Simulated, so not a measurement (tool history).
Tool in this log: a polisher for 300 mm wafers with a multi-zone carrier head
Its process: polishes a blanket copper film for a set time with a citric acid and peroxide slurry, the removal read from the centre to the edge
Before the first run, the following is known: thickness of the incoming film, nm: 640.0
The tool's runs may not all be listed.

run	day	flow of slurry (ml/min)	pressure of the head's centre zone	pressure of the head's middle zone	pressure of the head's edge zone	abrasive content of the slurry	polishing time (s)	film removed at the wafer's centre (nm)	film removed at mid-radius (nm)	film removed at the wafer's edge (nm)
1	0	255	1	1	1	1	75	157.05	156.76	160.85
2	0.258	260	1.01	1	1.02	1.05	75	160.13	156.72	165.45
3	0.292	260	1.01	1	1.08	1.05	75	160.22	155.16	170.71
4	0.608	210	1.01	1	1.08	1.05	75	156.2	152.25	163.86
5	0.879	245	1.01	1	1.08	1.05	75	156.47	153.92	170.45
6	1.192	255	1.03	1.01	1.09	1.1	75	165.36	157.53	169.99

Run 7 has not been measured yet. What should we expect?
7	1.421	255	1.03	1.01	1.09	1.1	75	?	?	?

film removed at the wafer's centre (nm): 161.92
film removed at mid-radius (nm): 156.45
film removed at the wafer's edge (nm): 170.2
